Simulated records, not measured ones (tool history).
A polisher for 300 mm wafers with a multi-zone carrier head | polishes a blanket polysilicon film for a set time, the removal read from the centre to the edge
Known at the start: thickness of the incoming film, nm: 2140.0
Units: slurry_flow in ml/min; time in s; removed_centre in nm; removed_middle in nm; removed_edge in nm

run,day,slurry_flow,centre_zone,middle_zone,edge_zone,time,removed_centre,removed_middle,removed_edge
1,0.000,190,1.00,1.00,1.00,83,403.83,382.98,374.39
2,0.062,190,0.95,1.00,1.00,83,392.56,390.90,376.61
3,0.421,180,0.93,1.01,1.03,84,372.83,386.05,384.13
4,0.583,185,0.91,1.02,1.05,85,387.24,396.89,387.11
5,0.792,185,0.87,1.02,1.05,85,372.52,396.43,397.66
6,1.162,185,0.87,0.94,1.05,85,357.58,376.49,395.73
7,1.338,175,0.86,0.96,1.06,87,367.53,385.36,400.21
8,1.392,195,0.85,0.98,1.08,86,355.18,389.10,404.26
9,1.629,195,0.85,0.98,1.08,86,359.22,392.73,407.47
10,1.742,205,0.84,0.99,1.09,86,358.94,397.63,411.04
11,1.804,215,0.84,1.00,1.10,86,366.50,407.45,408.51

Run 12 comes next. What will it give?
12,2.021,210,0.84,1.01,1.11,87,?,?,?

Run 12 gave removed_centre 369.00 nm, removed_middle 415.11 nm, removed_edge 415.58 nm.
